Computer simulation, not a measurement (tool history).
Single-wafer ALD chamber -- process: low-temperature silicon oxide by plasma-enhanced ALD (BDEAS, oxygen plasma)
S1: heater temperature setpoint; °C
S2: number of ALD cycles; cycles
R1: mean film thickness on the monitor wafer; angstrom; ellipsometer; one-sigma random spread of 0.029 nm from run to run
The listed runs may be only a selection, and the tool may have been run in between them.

Run 1, hour 0: S1 95 °C, S2 39 cycles. Result: R1 61.876 angstrom.
Run 2, hour 2.4: S1 94 °C, S2 39 cycles. Result: R1 62.118 angstrom.
Run 3, hour 3.4: S1 93 °C, S2 39 cycles. Result: R1 62.886 angstrom.
Run 4, hour 6.9: S1 93 °C, S2 33 cycles. Result: R1 52.496 angstrom.
At hour 8.6: thermocouple changed; heater temperature recalibrated.
Run 5, hour 8.6: S1 92 °C, S2 34 cycles. Result: R1 53.688 angstrom.
Run 6, hour 14.2: S1 91 °C, S2 35 cycles. Result: R1 55.452 angstrom.
Run 7, hour 17.4: S1 91 °C, S2 36 cycles. Result: R1 57.152 angstrom.
Run 8, hour 18.5: S1 91 °C, S2 37 cycles. Result: R1 58.539 angstrom.
Run 9, hour 24.9: S1 91 °C, S2 38 cycles. Result: R1 60.351 angstrom.

Run 10 has not been measured yet. What should we expect?
Run 10, hour 31.6: S1 91 °C, S2 41 cycles. Result: R1 ?.

Run 10 came out at R1 65.161 angstrom.

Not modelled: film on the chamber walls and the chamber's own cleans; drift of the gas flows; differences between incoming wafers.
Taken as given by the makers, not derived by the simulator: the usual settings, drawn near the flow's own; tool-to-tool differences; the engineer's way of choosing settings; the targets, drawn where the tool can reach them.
